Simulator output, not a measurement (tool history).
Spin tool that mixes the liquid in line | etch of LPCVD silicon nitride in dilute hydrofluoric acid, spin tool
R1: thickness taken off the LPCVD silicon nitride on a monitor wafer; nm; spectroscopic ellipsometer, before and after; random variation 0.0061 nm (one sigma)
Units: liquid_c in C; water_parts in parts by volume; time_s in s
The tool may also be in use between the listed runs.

run 1 hour=0 | liquid_c=23 water_parts=50 time_s=90 | R1=0.94943
run 2 hour=6.9 | liquid_c=23 water_parts=50 time_s=90 | R1=0.92417
run 3 hour=9.7 | liquid_c=21 water_parts=60 time_s=90 | R1=0.66892
run 4 hour=14.6 | liquid_c=21 water_parts=45 time_s=90 | R1=0.9
run 5 hour=18.8 | liquid_c=21 water_parts=60 time_s=90 | R1=0.68432
run 6 hour=24.1 | liquid_c=20 water_parts=65 time_s=90 | R1=0.58108

The next listed run, before its measurement:
run 7 hour=28.1 | liquid_c=19 water_parts=70 time_s=90 | R1=?

{"run 7": {"R1": 0.51057}}
